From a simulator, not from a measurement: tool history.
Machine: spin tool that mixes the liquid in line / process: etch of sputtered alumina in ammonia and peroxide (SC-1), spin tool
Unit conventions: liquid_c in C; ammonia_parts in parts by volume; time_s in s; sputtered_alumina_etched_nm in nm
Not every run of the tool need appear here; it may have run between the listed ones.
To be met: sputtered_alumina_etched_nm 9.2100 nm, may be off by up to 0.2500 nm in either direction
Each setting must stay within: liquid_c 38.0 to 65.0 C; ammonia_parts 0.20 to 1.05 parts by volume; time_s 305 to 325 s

run,hour,liquid_c,ammonia_parts,time_s,sputtered_alumina_etched_nm
1,0.0,49.0,0.55,305,14.2230
2,4.5,48.0,0.55,305,13.5590
3,8.6,45.0,0.55,305,11.4290
4,14.3,44.5,0.55,305,11.0970
5,20.2,44.5,0.55,325,11.7540
6,24.8,44.0,0.55,325,11.4330
7,31.8,43.5,0.55,325,11.1160
8,37.5,43.0,0.55,325,10.8490
9,41.9,39.5,0.55,325,8.8339

Exercise: of the 5 proposed moves below, exactly one satisfies all targets within the stated allowed misses. Which move is it?
A,46.3,40.0,0.55,305,?
B,46.3,41.5,0.70,315,?
C,46.3,39.0,0.50,325,?
D,46.3,42.0,0.75,305,?
E,46.3,41.5,0.50,305,?

move,sputtered_alumina_etched_nm
A,8.5848
B,9.9084
C,8.5432
D,9.9430
E,9.2901
A: misses by more than the last run did
B: the result that was furthest off in the last run now lies on the other side of its target
C: misses by more than the last run did
D: the result that was furthest off in the last run now lies on the other side of its target
E: each result inside its tolerance
The move that meets every target is E.
